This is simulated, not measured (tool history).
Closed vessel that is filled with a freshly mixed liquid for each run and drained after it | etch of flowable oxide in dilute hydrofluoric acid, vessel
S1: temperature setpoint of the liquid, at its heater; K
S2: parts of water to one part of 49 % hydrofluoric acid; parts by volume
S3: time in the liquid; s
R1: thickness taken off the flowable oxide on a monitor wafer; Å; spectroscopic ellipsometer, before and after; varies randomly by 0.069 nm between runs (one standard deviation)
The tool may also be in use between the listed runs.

{"run": 1, "day": 0.0, "S1": 297.15, "S2": 170, "S3": 85, "R1": 153.4}
{"run": 2, "day": 0.358, "S1": 295.15, "S2": 175, "S3": 85, "R1": 137.22}
{"run": 3, "day": 0.442, "S1": 293.65, "S2": 180, "S3": 85, "R1": 124.44}
{"run": 4, "day": 0.612, "S1": 292.65, "S2": 185, "S3": 85, "R1": 116.24}
{"run": 5, "day": 0.767, "S1": 292.15, "S2": 185, "S3": 85, "R1": 113.47}
{"run": 6, "day": 1.092, "S1": 290.65, "S2": 185, "S3": 85, "R1": 106.25}

What will run 7 give?
{"day": 1.392, "done": "thermometer replaced"}
{"run": 7, "day": 1.392, "S1": 290.15, "S2": 185, "S3": 85, "R1": "?"}

R1: 114.02 Å
